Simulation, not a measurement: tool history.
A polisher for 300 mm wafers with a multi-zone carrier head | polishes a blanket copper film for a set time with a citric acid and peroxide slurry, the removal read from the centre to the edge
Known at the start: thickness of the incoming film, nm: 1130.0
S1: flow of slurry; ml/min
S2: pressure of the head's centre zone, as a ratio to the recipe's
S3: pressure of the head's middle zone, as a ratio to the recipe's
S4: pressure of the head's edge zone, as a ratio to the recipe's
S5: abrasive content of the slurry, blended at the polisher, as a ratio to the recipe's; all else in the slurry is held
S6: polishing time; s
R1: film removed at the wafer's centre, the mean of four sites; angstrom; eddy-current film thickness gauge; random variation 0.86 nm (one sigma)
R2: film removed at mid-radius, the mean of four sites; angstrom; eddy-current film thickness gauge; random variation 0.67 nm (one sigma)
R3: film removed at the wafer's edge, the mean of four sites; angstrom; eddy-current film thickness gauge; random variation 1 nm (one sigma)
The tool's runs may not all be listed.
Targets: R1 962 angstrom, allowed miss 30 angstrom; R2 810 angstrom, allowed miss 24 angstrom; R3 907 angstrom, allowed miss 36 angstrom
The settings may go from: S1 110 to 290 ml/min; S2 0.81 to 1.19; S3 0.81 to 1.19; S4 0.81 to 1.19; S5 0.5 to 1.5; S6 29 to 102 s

run 1 day=0 | S1=185 S2=1 S3=1 S4=1 S5=1 S6=65 | R1=943.27 R2=911.45 R3=980.43
run 2 day=0.3 | S1=185 S2=1 S3=1 S4=1 S5=1 S6=59 | R1=859.08 R2=831.15 R3=881.05
run 3 day=0.412 | S1=190 S2=1.01 S3=0.99 S4=1 S5=1 S6=59 | R1=881.15 R2=834.69 R3=883.12
run 4 day=0.579 | S1=150 S2=1.01 S3=0.99 S4=1 S5=1 S6=59 | R1=845.64 R2=806.98 R3=878.89
run 5 day=0.792 | S1=150 S2=0.96 S3=0.99 S4=1 S5=1 S6=59 | R1=794.24 R2=811.03 R3=860.42
run 6 day=0.979 | S1=150 S2=0.96 S3=0.99 S4=1 S5=1 S6=51 | R1=696.19 R2=685.75 R3=755.56
run 7 day=1.05 | S1=155 S2=0.98 S3=1 S4=1.01 S5=1 S6=51 | R1=703.92 R2=718.55 R3=760.77
run 8 day=1.379 | S1=160 S2=1 S3=1 S4=1.02 S5=1 S6=51 | R1=722.49 R2=707.23 R3=768.37
run 9 day=1.717 | S1=165 S2=1.02 S3=1 S4=1.03 S5=1.05 S6=51 | R1=751.45 R2=722.91 R3=777.87
run 10 day=1.933 | S1=170 S2=1.03 S3=1 S4=1.04 S5=1.1 S6=51 | R1=783.11 R2=726.46 R3=784.57
run 11 day=2.117 | S1=220 S2=1.08 S3=1.03 S4=1.14 S5=1.3 S6=53 | R1=906.15 R2=835.97 R3=907.15
run 12 day=2.225 | S1=220 S2=1.09 S3=1.03 S4=1.14 S5=1.3 S6=53 | R1=892.6 R2=821.69 R3=898.95
run 13 day=2.571 | S1=220 S2=1.1 S3=1.03 S4=1.14 S5=1.3 S6=53 | R1=940.25 R2=824.17 R3=894.98

Which of these 4 next moves meets every target?
run A day=2.917 | S1=210 S2=1.16 S3=1.02 S4=1.17 S5=1.2 S6=53 | R1=? R2=? R3=?
run B day=2.917 | S1=190 S2=1.19 S3=1.13 S4=1.09 S5=1.25 S6=52 | R1=? R2=? R3=?
run C day=2.917 | S1=225 S2=1.14 S3=1.1 S4=1.02 S5=1.2 S6=53 | R1=? R2=? R3=?
run D day=2.917 | S1=190 S2=1.09 S3=1.07 S4=1.13 S5=1.25 S6=53 | R1=? R2=? R3=?

move=A R1=953.85 R2=815.73 R3=890.48
move=B R1=956.56 R2=866.02 R3=841.32
move=C R1=946.03 R2=873.63 R3=835.02
move=D R1=892.15 R2=845.13 R3=874.01
A: meets every target
B: brings the result that was furthest off to its target, and leaves another outside
C: brings the result that was furthest off to its target, and leaves another outside
D: further off than the last run
The right move is A.

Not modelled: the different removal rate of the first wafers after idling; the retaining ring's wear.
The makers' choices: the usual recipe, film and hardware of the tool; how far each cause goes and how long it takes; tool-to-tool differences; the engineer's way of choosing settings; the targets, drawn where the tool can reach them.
